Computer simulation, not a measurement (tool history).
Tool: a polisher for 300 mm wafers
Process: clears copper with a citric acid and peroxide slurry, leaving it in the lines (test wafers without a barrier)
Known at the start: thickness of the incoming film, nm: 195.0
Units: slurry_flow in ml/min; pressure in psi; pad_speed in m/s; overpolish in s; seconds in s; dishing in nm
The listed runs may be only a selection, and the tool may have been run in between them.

run 1 hour=0.0 | slurry_flow=255 pressure=3.2 pad_speed=1.06 slurry_solids=1.0 overpolish=14 | seconds=70.352 dishing=23.280
run 2 hour=6.8 | slurry_flow=255 pressure=2.8 pad_speed=1.06 slurry_solids=1.0 overpolish=14 | seconds=78.557 dishing=20.677
run 3 hour=7.6 | slurry_flow=255 pressure=2.8 pad_speed=1.06 slurry_solids=1.0 overpolish=15 | seconds=77.987 dishing=22.422
run 4 hour=10.5 | slurry_flow=255 pressure=2.2 pad_speed=1.06 slurry_solids=1.0 overpolish=15 | seconds=101.260 dishing=17.204
run 5 hour=16.0 | slurry_flow=255 pressure=2.2 pad_speed=1.06 slurry_solids=1.0 overpolish=19 | seconds=99.516 dishing=22.105
run 6 hour=23.0 | slurry_flow=215 pressure=2.2 pad_speed=1.06 slurry_solids=1.0 overpolish=19 | seconds=102.790 dishing=22.251
run 7 hour=29.5 | slurry_flow=220 pressure=2.3 pad_speed=1.06 slurry_solids=1.0 overpolish=19 | seconds=98.024 dishing=22.404
run 8 hour=31.7 | slurry_flow=225 pressure=2.4 pad_speed=1.06 slurry_solids=1.0 overpolish=19 | seconds=92.990 dishing=23.178
run 9 hour=37.4 | slurry_flow=225 pressure=2.5 pad_speed=1.06 slurry_solids=1.0 overpolish=19 | seconds=90.338 dishing=24.007
run 10 hour=40.0 | slurry_flow=225 pressure=2.5 pad_speed=1.06 slurry_solids=1.0 overpolish=19 | seconds=89.859 dishing=24.095
run 11 hour=42.8 | slurry_flow=225 pressure=2.6 pad_speed=1.06 slurry_solids=1.0 overpolish=19 | seconds=87.010 dishing=25.188

Run 12 is up next; what results do you expect?
run 12 hour=50.0 | slurry_flow=225 pressure=2.6 pad_speed=1.06 slurry_solids=1.0 overpolish=19 | seconds=? dishing=?

Logged for run 12: seconds 86.980 s, dishing 25.956 nm.

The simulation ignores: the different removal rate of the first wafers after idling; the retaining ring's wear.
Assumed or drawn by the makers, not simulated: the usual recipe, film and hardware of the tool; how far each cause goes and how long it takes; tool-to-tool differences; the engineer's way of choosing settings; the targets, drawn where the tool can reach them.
